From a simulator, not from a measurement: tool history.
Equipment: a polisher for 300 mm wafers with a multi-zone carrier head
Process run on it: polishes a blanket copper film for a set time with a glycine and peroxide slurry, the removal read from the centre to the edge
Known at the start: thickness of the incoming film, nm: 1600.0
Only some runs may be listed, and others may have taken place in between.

run	hour	flow of slurry (ml/min)	pressure of the head's centre zone	pressure of the head's middle zone	pressure of the head's edge zone	polishing time (s)	film removed at the wafer's centre (angstrom)	film removed at mid-radius (angstrom)	film removed at the wafer's edge (angstrom)
1	0.0	145	1.00	1.00	1.00	75	4471.6	4344.4	4444.5
2	2.7	145	1.00	1.00	0.94	75	4392.9	4341.6	4192.1
3	5.0	145	1.00	1.04	0.94	75	4337.6	4476.9	4283.1
4	5.5	155	0.98	1.07	0.95	77	4434.0	4755.5	4434.4
5	10.2	160	0.96	1.09	0.97	79	4526.1	5028.7	4598.0
6	11.2	165	0.94	1.11	1.00	80	4561.5	5145.3	4665.1
7	17.2	160	0.92	1.12	1.03	82	4409.7	5345.7	4958.5
8	21.1	165	0.91	1.13	1.05	83	4565.3	5404.6	4985.7
9	25.1	165	0.90	1.14	1.06	84	4574.8	5611.2	5072.8

The next listed run, before its measurement:
10	31.4	165	0.89	1.14	1.08	85	?	?	?

{"run 10": {"film removed at the wafer's centre (angstrom)": 4399.0, "film removed at mid-radius (angstrom)": 5636.3, "film removed at the wafer's edge (angstrom)": 5195.9}}
